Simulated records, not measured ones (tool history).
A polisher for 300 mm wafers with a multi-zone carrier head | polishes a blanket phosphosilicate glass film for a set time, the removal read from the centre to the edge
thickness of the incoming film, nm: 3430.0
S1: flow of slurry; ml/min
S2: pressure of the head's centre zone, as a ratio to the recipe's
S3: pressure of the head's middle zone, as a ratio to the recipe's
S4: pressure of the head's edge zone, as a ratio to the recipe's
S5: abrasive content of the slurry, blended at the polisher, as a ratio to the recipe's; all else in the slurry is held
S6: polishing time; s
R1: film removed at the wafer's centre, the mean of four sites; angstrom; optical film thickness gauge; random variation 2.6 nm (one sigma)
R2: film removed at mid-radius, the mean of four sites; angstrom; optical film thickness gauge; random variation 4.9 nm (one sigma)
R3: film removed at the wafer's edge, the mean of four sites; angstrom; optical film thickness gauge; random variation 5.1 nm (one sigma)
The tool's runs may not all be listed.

run	hour	S1	S2	S3	S4	S5	S6	R1	R2	R3
1	0	250	1	1	1	1	52	3550.9	3551.9	3601.2
2	8.9	255	0.99	1.03	1.04	1.1	52	3680.1	3781.7	3767
3	12.7	255	0.97	1.04	1.07	1.2	53	3858.9	4030.1	4055.4
4	18.5	255	0.91	1.04	1.07	1.2	53	3673.2	4001	4147.5
5	26.7	265	0.91	1.06	1.09	1.25	53	3686.8	4184.3	4210
6	33.6	270	0.92	1.06	1.11	1.3	53	3874.7	4335.3	4417.8
7	38	285	0.93	1.07	1.13	1.3	53	3901.4	4303.6	4459.1
8	41.9	290	0.94	1.09	1.14	1.3	53	3954.9	4369.2	4488.9
9	45.7	300	0.95	1.11	1.15	1.3	53	3995.4	4338.9	4450.5
10	49.3	300	0.95	1.12	1.15	1.35	53	4072.4	4463.7	4558.9
11	54.1	305	0.95	1.13	1.15	1.35	53	4132.8	4539.4	4575.2

Run 12 comes next. What will it give?
12	61.3	310	0.95	1.14	1.16	1.35	53	?	?	?

{"run 12": {"R1": 4086.3, "R2": 4608.9, "R3": 4651.5}}
